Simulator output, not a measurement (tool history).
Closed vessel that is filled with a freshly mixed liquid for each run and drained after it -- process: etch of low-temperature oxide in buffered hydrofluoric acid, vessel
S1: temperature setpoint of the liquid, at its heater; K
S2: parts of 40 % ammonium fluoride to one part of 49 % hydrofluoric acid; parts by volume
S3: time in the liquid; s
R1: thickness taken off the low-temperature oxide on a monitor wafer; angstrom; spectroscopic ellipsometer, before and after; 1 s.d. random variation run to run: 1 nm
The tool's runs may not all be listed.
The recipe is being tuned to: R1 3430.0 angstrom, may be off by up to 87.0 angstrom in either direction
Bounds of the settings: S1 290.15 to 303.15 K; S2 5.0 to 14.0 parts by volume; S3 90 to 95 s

| run | day | S1 | S2 | S3 | R1 |
|---|---|---|---|---|---|
| 1 | 0.000 | 295.15 | 8.5 | 90 | 4722.5 |
| 2 | 0.067 | 294.65 | 8.5 | 90 | 4568.2 |
| 3 | 0.379 | 294.65 | 7.0 | 90 | 5650.0 |
| 4 | 0.517 | 291.15 | 7.0 | 90 | 4648.8 |
| 5 | 0.900 | 291.15 | 7.0 | 90 | 4618.4 |
| 6 | 1.062 | 291.15 | 7.0 | 95 | 4934.9 |
| 7 | 1.262 | 291.15 | 7.5 | 95 | 4553.0 |
| 8 | 1.404 | 290.65 | 8.5 | 95 | 3857.3 |
| 9 | 1.746 | 290.15 | 9.0 | 95 | 3518.9 |

Pick the move, out of 5, that brings all results within their allowed miss; only one does.
| A | 2.088 | 290.65 | 10.0 | 90 | ? |
| B | 2.088 | 293.15 | 11.0 | 95 | ? |
| C | 2.088 | 292.15 | 9.0 | 90 | ? |
| D | 2.088 | 290.15 | 9.5 | 90 | ? |
| E | 2.088 | 290.15 | 9.5 | 95 | ? |

| move | R1 |
|---|---|
| A | 3220.4 |
| B | 3567.4 |
| C | 3746.6 |
| D | 3232.8 |
| E | 3412.4 |
A: carries the result that was furthest off beyond its target, to the other side
B: misses by more than the last run did
C: misses by more than the last run did
D: carries the result that was furthest off beyond its target, to the other side
E: each result inside its tolerance
E meets every target.

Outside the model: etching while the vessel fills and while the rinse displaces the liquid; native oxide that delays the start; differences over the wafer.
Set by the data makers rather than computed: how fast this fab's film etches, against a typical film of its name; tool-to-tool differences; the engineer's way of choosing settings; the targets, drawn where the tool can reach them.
